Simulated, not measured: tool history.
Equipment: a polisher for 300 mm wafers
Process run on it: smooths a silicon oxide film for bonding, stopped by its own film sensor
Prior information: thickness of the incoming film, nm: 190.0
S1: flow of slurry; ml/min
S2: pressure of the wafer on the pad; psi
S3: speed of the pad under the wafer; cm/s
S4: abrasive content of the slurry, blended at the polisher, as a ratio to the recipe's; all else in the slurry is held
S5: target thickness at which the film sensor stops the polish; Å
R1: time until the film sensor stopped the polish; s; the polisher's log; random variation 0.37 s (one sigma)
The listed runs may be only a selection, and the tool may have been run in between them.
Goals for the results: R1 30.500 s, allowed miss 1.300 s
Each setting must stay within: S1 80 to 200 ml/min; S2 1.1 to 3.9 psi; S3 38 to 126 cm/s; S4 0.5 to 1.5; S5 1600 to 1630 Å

Run 1, hour 0.0: S1 130 ml/min, S2 2.5 psi, S3 82 cm/s, S4 1.0, S5 1600 Å. Result: R1 42.087 s.
Run 2, hour 8.3: S1 130 ml/min, S2 2.6 psi, S3 82 cm/s, S4 1.0, S5 1600 Å. Result: R1 39.903 s.
Run 3, hour 11.0: S1 130 ml/min, S2 2.7 psi, S3 82 cm/s, S4 1.0, S5 1600 Å. Result: R1 38.950 s.
Run 4, hour 16.6: S1 130 ml/min, S2 2.8 psi, S3 82 cm/s, S4 1.0, S5 1600 Å. Result: R1 37.779 s.
Run 5, hour 22.4: S1 130 ml/min, S2 2.3 psi, S3 82 cm/s, S4 1.0, S5 1600 Å. Result: R1 45.388 s.
Run 6, hour 23.9: S1 130 ml/min, S2 2.3 psi, S3 94 cm/s, S4 1.0, S5 1600 Å. Result: R1 40.891 s.
Run 7, hour 30.6: S1 130 ml/min, S2 2.4 psi, S3 94 cm/s, S4 1.0, S5 1600 Å. Result: R1 38.838 s.
Run 8, hour 33.1: S1 130 ml/min, S2 2.5 psi, S3 94 cm/s, S4 1.0, S5 1600 Å. Result: R1 38.140 s.
Run 9, hour 39.4: S1 130 ml/min, S2 2.6 psi, S3 94 cm/s, S4 1.0, S5 1600 Å. Result: R1 36.381 s.
Run 10, hour 47.6: S1 140 ml/min, S2 2.8 psi, S3 94 cm/s, S4 1.0, S5 1600 Å. Result: R1 32.743 s.

5 candidate next runs follow, results not yet known. Just one meets every target within its allowed miss. Identify it.
Run A, hour 55.8: S1 145 ml/min, S2 2.7 psi, S3 106 cm/s, S4 1.1, S5 1620 Å. Result: R1 ?.
Run B, hour 55.8: S1 130 ml/min, S2 3.0 psi, S3 86 cm/s, S4 1.1, S5 1620 Å. Result: R1 ?.
Run C, hour 55.8: S1 130 ml/min, S2 3.2 psi, S3 104 cm/s, S4 0.9, S5 1600 Å. Result: R1 ?.
Run D, hour 55.8: S1 195 ml/min, S2 2.8 psi, S3 90 cm/s, S4 1.0, S5 1630 Å. Result: R1 ?.
Run E, hour 55.8: S1 120 ml/min, S2 1.9 psi, S3 124 cm/s, S4 1.0, S5 1630 Å. Result: R1 ?.

move      R1
   A  27.643
   B  30.416
   C  28.407
   D  28.340
   E  36.198
A: takes the biggest miss from the last run beyond its target
B: every result lands within tolerance
C: takes the biggest miss from the last run beyond its target
D: takes the biggest miss from the last run beyond its target
E: moves away from the targets compared with the last run
B meets every target.
